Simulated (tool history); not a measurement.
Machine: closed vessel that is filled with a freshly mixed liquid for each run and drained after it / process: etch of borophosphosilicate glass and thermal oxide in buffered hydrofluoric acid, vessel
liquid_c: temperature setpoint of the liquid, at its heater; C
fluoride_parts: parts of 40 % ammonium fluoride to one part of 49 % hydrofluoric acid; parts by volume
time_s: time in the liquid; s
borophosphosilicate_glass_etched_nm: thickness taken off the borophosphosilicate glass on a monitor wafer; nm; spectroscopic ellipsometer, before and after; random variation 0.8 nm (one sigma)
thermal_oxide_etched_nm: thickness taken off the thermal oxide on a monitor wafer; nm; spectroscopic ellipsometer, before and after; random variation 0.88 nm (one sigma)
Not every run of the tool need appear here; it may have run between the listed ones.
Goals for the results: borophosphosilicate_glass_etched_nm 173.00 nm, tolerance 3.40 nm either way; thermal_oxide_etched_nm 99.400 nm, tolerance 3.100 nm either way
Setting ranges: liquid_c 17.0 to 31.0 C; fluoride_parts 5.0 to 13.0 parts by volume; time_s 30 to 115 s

run    day  liquid_c  fluoride_parts  time_s  borophosphosilicate_glass_etched_nm  thermal_oxide_etched_nm
  1  0.000      23.0             8.0      60                               141.25                   80.542
  2  0.046      23.0             7.0      60                               163.66                   93.538
  3  0.133      20.5             7.0      60                               141.54                   80.308
  4  0.275      21.0             7.0      60                               147.53                   82.392
  5  0.604      21.5             7.0      60                               149.63                   85.773
  6  0.933      22.0             7.0      60                               154.82                   86.781
  7  1.221      22.5             7.0      60                               158.90                   91.267
  8  1.329      23.0             7.0      60                               162.89                   93.473
  9  1.646      23.5             7.0      60                               166.36                   97.157

4 next moves are on the table. One of them brings every result within its allowed miss. Which?
  A  1.962      20.5             6.5      65                                    ?                        ?
  B  1.962      26.5             6.5      45                                    ?                        ?
  C  1.962      23.0             6.0      55                                    ?                        ?
  D  1.962      20.5             6.0      65                                    ?                        ?

move  borophosphosilicate_glass_etched_nm  thermal_oxide_etched_nm
   A                               166.95                   95.808
   B                               159.71                   92.059
   C                               174.20                  100.030
   D                               179.68                  102.960
A: moves toward the targets from the last run without getting all of them in spec
B: the biggest miss grows against the last run
C: meets every target
D: moves the result that the last run missed by most past its target, out the other side
The move that meets every target is C.
